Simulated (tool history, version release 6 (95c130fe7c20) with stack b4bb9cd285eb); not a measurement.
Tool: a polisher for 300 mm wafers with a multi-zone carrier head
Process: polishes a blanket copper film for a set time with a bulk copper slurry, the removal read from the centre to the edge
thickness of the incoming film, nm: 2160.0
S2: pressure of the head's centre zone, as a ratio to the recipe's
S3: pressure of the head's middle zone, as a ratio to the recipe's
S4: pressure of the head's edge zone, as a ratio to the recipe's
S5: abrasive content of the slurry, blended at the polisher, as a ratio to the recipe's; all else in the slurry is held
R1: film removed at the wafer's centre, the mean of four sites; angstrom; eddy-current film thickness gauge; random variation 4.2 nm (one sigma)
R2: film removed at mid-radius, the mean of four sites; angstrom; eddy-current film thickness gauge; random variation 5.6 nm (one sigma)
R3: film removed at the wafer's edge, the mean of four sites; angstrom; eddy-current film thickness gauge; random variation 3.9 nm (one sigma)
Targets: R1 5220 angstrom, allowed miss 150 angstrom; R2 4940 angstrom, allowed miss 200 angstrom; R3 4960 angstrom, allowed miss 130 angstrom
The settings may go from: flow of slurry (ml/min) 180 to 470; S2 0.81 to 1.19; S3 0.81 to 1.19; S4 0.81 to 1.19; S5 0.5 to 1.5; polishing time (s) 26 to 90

run 1 hour=0 | flow_of_slurry_(ml/min)=300 S2=1 S3=1 S4=1 S5=1 polishing_time_(s)=58 | R1=5902.6 R2=6088.7 R3=6008.9
run 2 hour=6.1 | flow_of_slurry_(ml/min)=300 S2=1 S3=1 S4=1 S5=0.85 polishing_time_(s)=58 | R1=5638 R2=5855.4 R3=5667.9
run 3 hour=8.8 | flow_of_slurry_(ml/min)=300 S2=1 S3=1 S4=1 S5=0.75 polishing_time_(s)=58 | R1=5447.1 R2=5593.6 R3=5622.1
run 4 hour=14.8 | flow_of_slurry_(ml/min)=300 S2=1 S3=1 S4=0.94 S5=0.75 polishing_time_(s)=58 | R1=5439.9 R2=5609.3 R3=5438.4
run 5 hour=16 | flow_of_slurry_(ml/min)=300 S2=1 S3=1.05 S4=0.94 S5=0.75 polishing_time_(s)=58 | R1=5473.2 R2=5843.4 R3=5400
run 6 hour=17 | flow_of_slurry_(ml/min)=300 S2=1 S3=1.05 S4=0.86 S5=0.75 polishing_time_(s)=58 | R1=5428.4 R2=5774.4 R3=5235.1
run 7 hour=23.3 | flow_of_slurry_(ml/min)=295 S2=1 S3=1.04 S4=0.85 S5=0.75 polishing_time_(s)=58 | R1=5475.7 R2=5850.6 R3=5231.6
run 8 hour=24 | flow_of_slurry_(ml/min)=295 S2=1 S3=1.02 S4=0.85 S5=0.7 polishing_time_(s)=58 | R1=5373.2 R2=5655.8 R3=5083.4
run 9 hour=28.3 | flow_of_slurry_(ml/min)=295 S2=1 S3=1 S4=0.86 S5=0.7 polishing_time_(s)=58 | R1=5310.6 R2=5525.3 R3=5158.5
run 10 hour=36.2 | flow_of_slurry_(ml/min)=260 S2=1.02 S3=0.9 S4=0.81 S5=0.6 polishing_time_(s)=58 | R1=5127.9 R2=4841.2 R3=4783.3
run 11 hour=40.1 | flow_of_slurry_(ml/min)=260 S2=1.02 S3=0.9 S4=0.81 S5=0.6 polishing_time_(s)=58 | R1=5150.1 R2=4729.6 R3=4821.9
run 12 hour=43.7 | flow_of_slurry_(ml/min)=265 S2=1.02 S3=0.9 S4=0.81 S5=0.6 polishing_time_(s)=58 | R1=5071.8 R2=4733.7 R3=4872.3

Which of these 4 next moves meets every target?
run A hour=47.3 | flow_of_slurry_(ml/min)=220 S2=1.16 S3=1.09 S4=0.81 S5=0.9 polishing_time_(s)=51 | R1=? R2=? R3=?
run B hour=47.3 | flow_of_slurry_(ml/min)=270 S2=0.99 S3=0.88 S4=0.81 S5=1 polishing_time_(s)=52 | R1=? R2=? R3=?
run C hour=47.3 | flow_of_slurry_(ml/min)=280 S2=0.95 S3=1.06 S4=1.03 S5=0.6 polishing_time_(s)=58 | R1=? R2=? R3=?
run D hour=47.3 | flow_of_slurry_(ml/min)=380 S2=0.94 S3=0.84 S4=0.86 S5=0.5 polishing_time_(s)=65 | R1=? R2=? R3=?

move=A R1=5503.2 R2=5359.2 R3=4640.7
move=B R1=5186.7 R2=4765.9 R3=4933.5
move=C R1=4906.5 R2=5427.1 R3=5220.4
move=D R1=5282.7 R2=4846.9 R3=5293.5
A: takes the result that was furthest off past its target
B: meets every target
C: takes the result that was furthest off past its target
D: brings the result that was furthest off to its target, and leaves another outside
Move B is the one to make.
